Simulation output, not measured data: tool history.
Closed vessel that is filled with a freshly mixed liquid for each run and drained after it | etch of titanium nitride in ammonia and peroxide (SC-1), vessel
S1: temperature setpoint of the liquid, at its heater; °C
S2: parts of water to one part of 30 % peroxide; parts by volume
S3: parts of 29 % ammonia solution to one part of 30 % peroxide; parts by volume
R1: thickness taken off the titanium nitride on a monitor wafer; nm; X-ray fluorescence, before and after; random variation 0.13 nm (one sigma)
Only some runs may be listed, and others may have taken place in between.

Run 1, hour 0.0: S1 60.0 °C, S2 7.0 parts by volume, S3 0.75 parts by volume, time in the liquid (s) 130. Result: R1 20.913 nm.
Run 2, hour 5.3: S1 62.5 °C, S2 7.0 parts by volume, S3 0.75 parts by volume, time in the liquid (s) 130. Result: R1 24.633 nm.
Run 3, hour 9.3: S1 64.5 °C, S2 7.0 parts by volume, S3 0.75 parts by volume, time in the liquid (s) 130. Result: R1 28.021 nm.
Run 4, hour 12.6: S1 65.5 °C, S2 7.0 parts by volume, S3 0.75 parts by volume, time in the liquid (s) 130. Result: R1 29.819 nm.
Run 5, hour 13.6: S1 65.5 °C, S2 7.0 parts by volume, S3 0.75 parts by volume, time in the liquid (s) 140. Result: R1 32.168 nm.
Run 6, hour 20.7: S1 65.5 °C, S2 7.0 parts by volume, S3 0.75 parts by volume, time in the liquid (s) 140. Result: R1 31.999 nm.
Run 7, hour 28.3: S1 66.0 °C, S2 7.0 parts by volume, S3 0.75 parts by volume, time in the liquid (s) 140. Result: R1 33.144 nm.
Run 8, hour 29.7: S1 66.0 °C, S2 7.0 parts by volume, S3 0.75 parts by volume, time in the liquid (s) 140. Result: R1 32.867 nm.

Forecast run 9:
Run 9, hour 33.9: S1 68.0 °C, S2 7.0 parts by volume, S3 0.75 parts by volume, time in the liquid (s) 140. Result: R1 ?.

Run 9 measured R1 37.576 nm.

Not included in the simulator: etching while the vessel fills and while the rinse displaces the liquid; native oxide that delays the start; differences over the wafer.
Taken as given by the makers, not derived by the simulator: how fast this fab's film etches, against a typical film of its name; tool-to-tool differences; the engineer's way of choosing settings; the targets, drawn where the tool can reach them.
